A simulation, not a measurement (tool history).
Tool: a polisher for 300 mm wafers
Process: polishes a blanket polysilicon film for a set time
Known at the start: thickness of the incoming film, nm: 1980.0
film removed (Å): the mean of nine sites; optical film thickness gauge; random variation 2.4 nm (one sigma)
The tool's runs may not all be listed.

run	hour	flow of slurry (ml/min)	pressure of the wafer on the pad (kPa)	speed of the pad under the wafer (m/s)	polishing time (s)	film removed (Å)
1	0.0	145	15.2	0.80	36	1833.3
2	4.6	145	15.2	0.80	36	1816.4
3	11.4	145	12.4	0.80	36	1491.5
4	18.9	150	13.1	0.80	36	1610.5
5	24.0	155	13.8	0.80	36	1691.5
6	31.3	140	13.8	0.80	36	1661.9
7	32.1	140	14.5	0.80	36	1731.6
8	37.3	145	15.2	0.80	36	1806.5
9	45.7	150	15.9	0.80	36	1925.8
# hour 47.7: slurry nozzle cleaned
10	47.7	155	16.5	0.80	36	2092.9

Forecast run 11:
11	55.5	160	16.5	0.80	36	?

film removed (Å): 2066.2
